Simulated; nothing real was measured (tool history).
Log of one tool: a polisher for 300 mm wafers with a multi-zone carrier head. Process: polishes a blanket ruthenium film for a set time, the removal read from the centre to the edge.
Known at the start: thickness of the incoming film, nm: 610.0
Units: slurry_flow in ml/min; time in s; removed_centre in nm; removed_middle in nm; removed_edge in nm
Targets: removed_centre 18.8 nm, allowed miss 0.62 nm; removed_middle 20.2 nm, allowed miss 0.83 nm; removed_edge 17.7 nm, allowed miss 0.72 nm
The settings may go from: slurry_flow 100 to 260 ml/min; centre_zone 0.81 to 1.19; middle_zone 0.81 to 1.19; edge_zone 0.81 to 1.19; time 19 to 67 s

| run | hour | slurry_flow | centre_zone | middle_zone | edge_zone | time | removed_centre | removed_middle | removed_edge |
|---|---|---|---|---|---|---|---|---|---|
| 1 | 0 | 165 | 1 | 1 | 1 | 43 | 33.772 | 34.335 | 33.742 |
| 2 | 3.4 | 165 | 1 | 1 | 1 | 51 | 39.807 | 39.526 | 39.476 |
| 3 | 5.2 | 135 | 1 | 1 | 1 | 51 | 38.7 | 38.53 | 38.382 |
| 4 | 13.2 | 135 | 1 | 1.07 | 1 | 51 | 37.583 | 40.246 | 38.508 |
| 5 | 21.5 | 135 | 1 | 1.07 | 1 | 44 | 33.009 | 35.247 | 32.907 |
| 6 | 28.2 | 135 | 1 | 1.07 | 1 | 34 | 25.072 | 26.211 | 26.299 |
| 7 | 34.3 | 135 | 1.01 | 1.09 | 0.96 | 31 | 23.325 | 25.171 | 23.075 |
| 8 | 36.6 | 125 | 0.97 | 1 | 0.86 | 23 | 16.16 | 17.084 | 16.196 |

4 next moves are on the table. One of them brings every result within its allowed miss. Which?
| A | 38.9 | 130 | 1.01 | 1.12 | 0.83 | 25 | ? | ? | ? |
| B | 38.9 | 155 | 1.18 | 1.06 | 0.81 | 22 | ? | ? | ? |
| C | 38.9 | 145 | 1.01 | 0.94 | 0.91 | 26 | ? | ? | ? |
| D | 38.9 | 105 | 1.04 | 0.99 | 0.82 | 26 | ? | ? | ? |

| move | removed_centre | removed_middle | removed_edge |
|---|---|---|---|
| A | 18.622 | 20.096 | 17.549 |
| B | 20.049 | 17.701 | 15.776 |
| C | 19.923 | 19.038 | 19.189 |
| D | 18.574 | 18.06 | 17.454 |
A: meets every target
B: takes the result that was furthest off past its target
C: takes the result that was furthest off past its target
D: brings the result that was furthest off to its target, and leaves another outside
The right move is A.
